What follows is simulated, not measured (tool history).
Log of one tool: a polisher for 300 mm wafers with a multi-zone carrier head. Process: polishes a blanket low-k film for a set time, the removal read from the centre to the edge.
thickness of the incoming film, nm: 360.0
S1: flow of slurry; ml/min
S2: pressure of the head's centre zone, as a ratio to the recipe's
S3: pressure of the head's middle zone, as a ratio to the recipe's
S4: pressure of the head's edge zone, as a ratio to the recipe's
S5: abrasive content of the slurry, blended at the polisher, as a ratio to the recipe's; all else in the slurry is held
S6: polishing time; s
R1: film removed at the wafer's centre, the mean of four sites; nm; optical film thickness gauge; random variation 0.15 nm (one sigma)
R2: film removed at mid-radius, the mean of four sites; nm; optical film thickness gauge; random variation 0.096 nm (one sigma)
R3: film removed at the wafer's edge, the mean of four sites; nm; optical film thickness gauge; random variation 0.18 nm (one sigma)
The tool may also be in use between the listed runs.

run  hour   S1    S2    S3    S4    S5  S6      R1      R2      R3
  1   0.0  200  1.00  1.00  1.00  1.00  87  25.175  25.584  24.786
  2   4.4  200  1.07  1.00  1.00  1.00  87  26.650  25.234  25.325
  3   6.6  200  1.07  1.08  1.00  1.00  87  27.529  27.201  24.794
  4  10.7  195  1.06  1.06  0.99  0.95  84  25.217  25.221  22.882
  5  13.9  195  1.06  1.06  1.06  0.95  84  25.197  25.239  24.541
  6  20.1  190  1.05  1.03  1.04  0.90  82  23.391  23.113  22.582
  7  27.9  185  1.04  1.01  1.03  0.85  81  22.517  21.871  22.540
  8  35.0  240  1.05  1.02  1.01  0.60  57  14.306  14.119  13.545

Forecast run 9:
  9  41.0  220  1.03  0.96  1.09  0.60  57   ?   ?   ?

R1: 14.086 nm
R2: 13.211 nm
R3: 14.045 nm
